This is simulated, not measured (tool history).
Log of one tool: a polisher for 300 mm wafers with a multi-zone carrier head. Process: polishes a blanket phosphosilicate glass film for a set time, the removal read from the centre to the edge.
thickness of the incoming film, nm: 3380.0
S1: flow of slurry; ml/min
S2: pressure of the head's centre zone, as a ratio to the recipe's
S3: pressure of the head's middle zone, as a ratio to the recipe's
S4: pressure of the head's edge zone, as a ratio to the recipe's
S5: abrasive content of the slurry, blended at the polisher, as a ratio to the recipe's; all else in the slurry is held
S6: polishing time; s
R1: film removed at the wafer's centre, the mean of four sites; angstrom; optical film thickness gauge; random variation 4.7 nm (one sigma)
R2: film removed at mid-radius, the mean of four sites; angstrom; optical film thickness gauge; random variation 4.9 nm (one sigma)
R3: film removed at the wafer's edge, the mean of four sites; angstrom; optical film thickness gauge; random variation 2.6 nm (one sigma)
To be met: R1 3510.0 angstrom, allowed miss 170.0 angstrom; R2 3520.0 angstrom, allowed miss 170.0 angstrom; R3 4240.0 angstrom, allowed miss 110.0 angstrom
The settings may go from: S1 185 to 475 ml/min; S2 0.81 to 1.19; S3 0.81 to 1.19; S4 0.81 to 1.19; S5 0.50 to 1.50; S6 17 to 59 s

run 1 day=0.000 | S1=305 S2=1.00 S3=1.00 S4=1.00 S5=1.00 S6=38 | R1=3198.8 R2=3136.5 R3=3359.7
run 2 day=0.275 | S1=305 S2=0.99 S3=1.00 S4=1.02 S5=1.05 S6=38 | R1=3300.3 R2=3300.1 R3=3493.1
run 3 day=0.633 | S1=305 S2=0.99 S3=1.00 S4=1.02 S5=1.05 S6=33 | R1=2897.9 R2=2889.4 R3=3025.0
run 4 day=0.742 | S1=300 S2=0.98 S3=0.98 S4=1.04 S5=1.10 S6=33 | R1=2863.8 R2=2836.2 R3=3113.7
run 5 day=0.962 | S1=300 S2=0.98 S3=0.98 S4=1.06 S5=1.15 S6=33 | R1=2950.7 R2=2872.2 R3=3209.4
run 6 day=1.300 | S1=300 S2=0.97 S3=0.98 S4=1.07 S5=1.20 S6=33 | R1=3020.9 R2=3002.1 R3=3287.4
run 7 day=1.671 | S1=300 S2=0.96 S3=0.97 S4=1.08 S5=1.25 S6=33 | R1=3040.8 R2=3052.2 R3=3365.4
run 8 day=2.012 | S1=300 S2=0.95 S3=0.96 S4=1.09 S5=1.30 S6=33 | R1=3038.5 R2=2961.6 R3=3424.3
run 9 day=2.179 | S1=300 S2=0.95 S3=0.96 S4=1.09 S5=1.30 S6=33 | R1=3039.7 R2=3035.5 R3=3405.7
run 10 day=2.296 | S1=300 S2=0.94 S3=0.95 S4=1.10 S5=1.35 S6=34 | R1=3104.4 R2=3229.6 R3=3580.9
-- day=2.467 slurry nozzle cleaned
run 11 day=2.467 | S1=300 S2=0.94 S3=0.94 S4=1.11 S5=1.35 S6=34 | R1=3327.0 R2=3362.4 R3=3794.9
run 12 day=2.658 | S1=305 S2=0.93 S3=0.92 S4=1.11 S5=1.35 S6=34 | R1=3290.3 R2=3209.8 R3=3779.7
run 13 day=2.967 | S1=315 S2=0.93 S3=0.92 S4=1.12 S5=1.35 S6=34 | R1=3280.9 R2=3277.3 R3=3839.3
run 14 day=3.279 | S1=325 S2=0.93 S3=0.92 S4=1.12 S5=1.35 S6=34 | R1=3321.8 R2=3278.8 R3=3795.2
run 15 day=3.367 | S1=330 S2=0.92 S3=0.91 S4=1.13 S5=1.35 S6=34 | R1=3248.6 R2=3200.8 R3=3829.2
run 16 day=3.525 | S1=330 S2=0.92 S3=0.91 S4=1.14 S5=1.35 S6=34 | R1=3280.4 R2=3286.8 R3=3854.8
run 17 day=3.654 | S1=335 S2=0.92 S3=0.91 S4=1.15 S5=1.35 S6=34 | R1=3262.1 R2=3246.0 R3=3886.8

5 next moves are on the table. One of them brings every result within its allowed miss. Which?
run A day=3.783 | S1=315 S2=1.04 S3=0.90 S4=1.04 S5=1.30 S6=33 | R1=? R2=? R3=?
run B day=3.783 | S1=320 S2=0.97 S3=0.85 S4=1.17 S5=1.15 S6=32 | R1=? R2=? R3=?
run C day=3.783 | S1=330 S2=0.89 S3=0.89 S4=1.12 S5=1.05 S6=42 | R1=? R2=? R3=?
run D day=3.783 | S1=380 S2=0.98 S3=0.90 S4=1.08 S5=1.50 S6=34 | R1=? R2=? R3=?
run E day=3.783 | S1=345 S2=0.87 S3=0.85 S4=1.09 S5=1.25 S6=37 | R1=? R2=? R3=?

move=A R1=3591.9 R2=3003.6 R3=3533.0
move=B R1=3087.2 R2=2642.7 R3=3459.7
move=C R1=3577.0 R2=3468.5 R3=4267.4
move=D R1=3744.5 R2=3320.2 R3=3964.5
move=E R1=3337.4 R2=3188.1 R3=4016.5
A: further off than the last run
B: further off than the last run
C: meets every target
D: nearer than the last run, and not there yet
E: nearer than the last run, and not there yet
Move C is the one to make.
